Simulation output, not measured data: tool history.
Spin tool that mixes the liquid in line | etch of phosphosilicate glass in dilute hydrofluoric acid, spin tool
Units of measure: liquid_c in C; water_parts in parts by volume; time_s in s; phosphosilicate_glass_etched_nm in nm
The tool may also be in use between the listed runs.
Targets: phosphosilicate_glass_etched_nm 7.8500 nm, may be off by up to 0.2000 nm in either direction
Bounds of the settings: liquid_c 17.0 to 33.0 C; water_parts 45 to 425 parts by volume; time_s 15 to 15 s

run	hour	liquid_c	water_parts	time_s	phosphosilicate_glass_etched_nm
1	0.0	25.0	235	15	10.0000
2	6.3	22.5	235	15	9.1880
3	7.7	21.5	235	15	8.7204
4	16.6	21.0	235	15	8.6923
5	18.4	21.0	265	15	7.4687
6	20.1	21.0	325	15	5.7632
7	22.2	23.0	325	15	6.1740
8	24.9	27.0	320	15	7.2294
9	25.8	27.5	320	15	7.3794
10	26.9	28.0	320	15	7.3374
11	28.9	28.5	320	15	7.5094

Which of these 4 next moves meets every target?
A	30.9	28.0	325	15	?
B	30.9	26.0	320	15	?
C	30.9	25.5	290	15	?
D	30.9	28.5	330	15	?

move	phosphosilicate_glass_etched_nm
A	7.2675
B	6.9450
C	7.7652
D	7.2366
A: lands further from the targets than the last run did
B: lands further from the targets than the last run did
C: every result lands within tolerance
D: lands further from the targets than the last run did
Move C is the one to make.
